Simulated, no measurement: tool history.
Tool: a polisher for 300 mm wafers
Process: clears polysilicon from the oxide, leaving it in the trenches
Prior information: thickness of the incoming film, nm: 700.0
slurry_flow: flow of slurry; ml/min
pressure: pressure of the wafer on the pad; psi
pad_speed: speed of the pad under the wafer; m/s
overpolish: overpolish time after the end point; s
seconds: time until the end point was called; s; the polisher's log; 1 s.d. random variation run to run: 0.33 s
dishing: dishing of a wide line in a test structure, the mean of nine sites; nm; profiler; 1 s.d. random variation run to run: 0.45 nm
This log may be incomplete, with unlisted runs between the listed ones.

| run | hour | slurry_flow | pressure | pad_speed | overpolish | seconds | dishing |
|---|---|---|---|---|---|---|---|
| 1 | 0.0 | 270 | 2.8 | 0.84 | 13 | 62.983 | 43.253 |
| 2 | 7.9 | 275 | 3.1 | 0.84 | 11 | 57.171 | 41.486 |
| 3 | 14.1 | 290 | 3.3 | 0.84 | 10 | 53.554 | 42.327 |
| 4 | 16.0 | 290 | 3.3 | 0.84 | 15 | 53.137 | 44.098 |
| 5 | 18.3 | 265 | 3.5 | 0.84 | 13 | 50.733 | 43.439 |
| 6 | 27.2 | 265 | 3.7 | 0.84 | 11 | 49.111 | 42.918 |
| 7 | 35.4 | 290 | 3.8 | 0.84 | 10 | 46.853 | 42.533 |
| 8 | 41.0 | 365 | 4.2 | 0.82 | 4 | 42.898 | 34.769 |
| 9 | 44.0 | 360 | 4.3 | 0.84 | 5 | 40.578 | 38.475 |
| 10 | 47.8 | 370 | 4.3 | 0.84 | 5 | 40.078 | 39.291 |
| 11 | 55.2 | 335 | 4.3 | 0.84 | 5 | 40.977 | 38.410 |

For run 12, what comes out?
| 12 | 58.1 | 260 | 4.4 | 0.92 | 4 | ? | ? |

{"run 12": {"seconds": 37.543, "dishing": 37.103}}
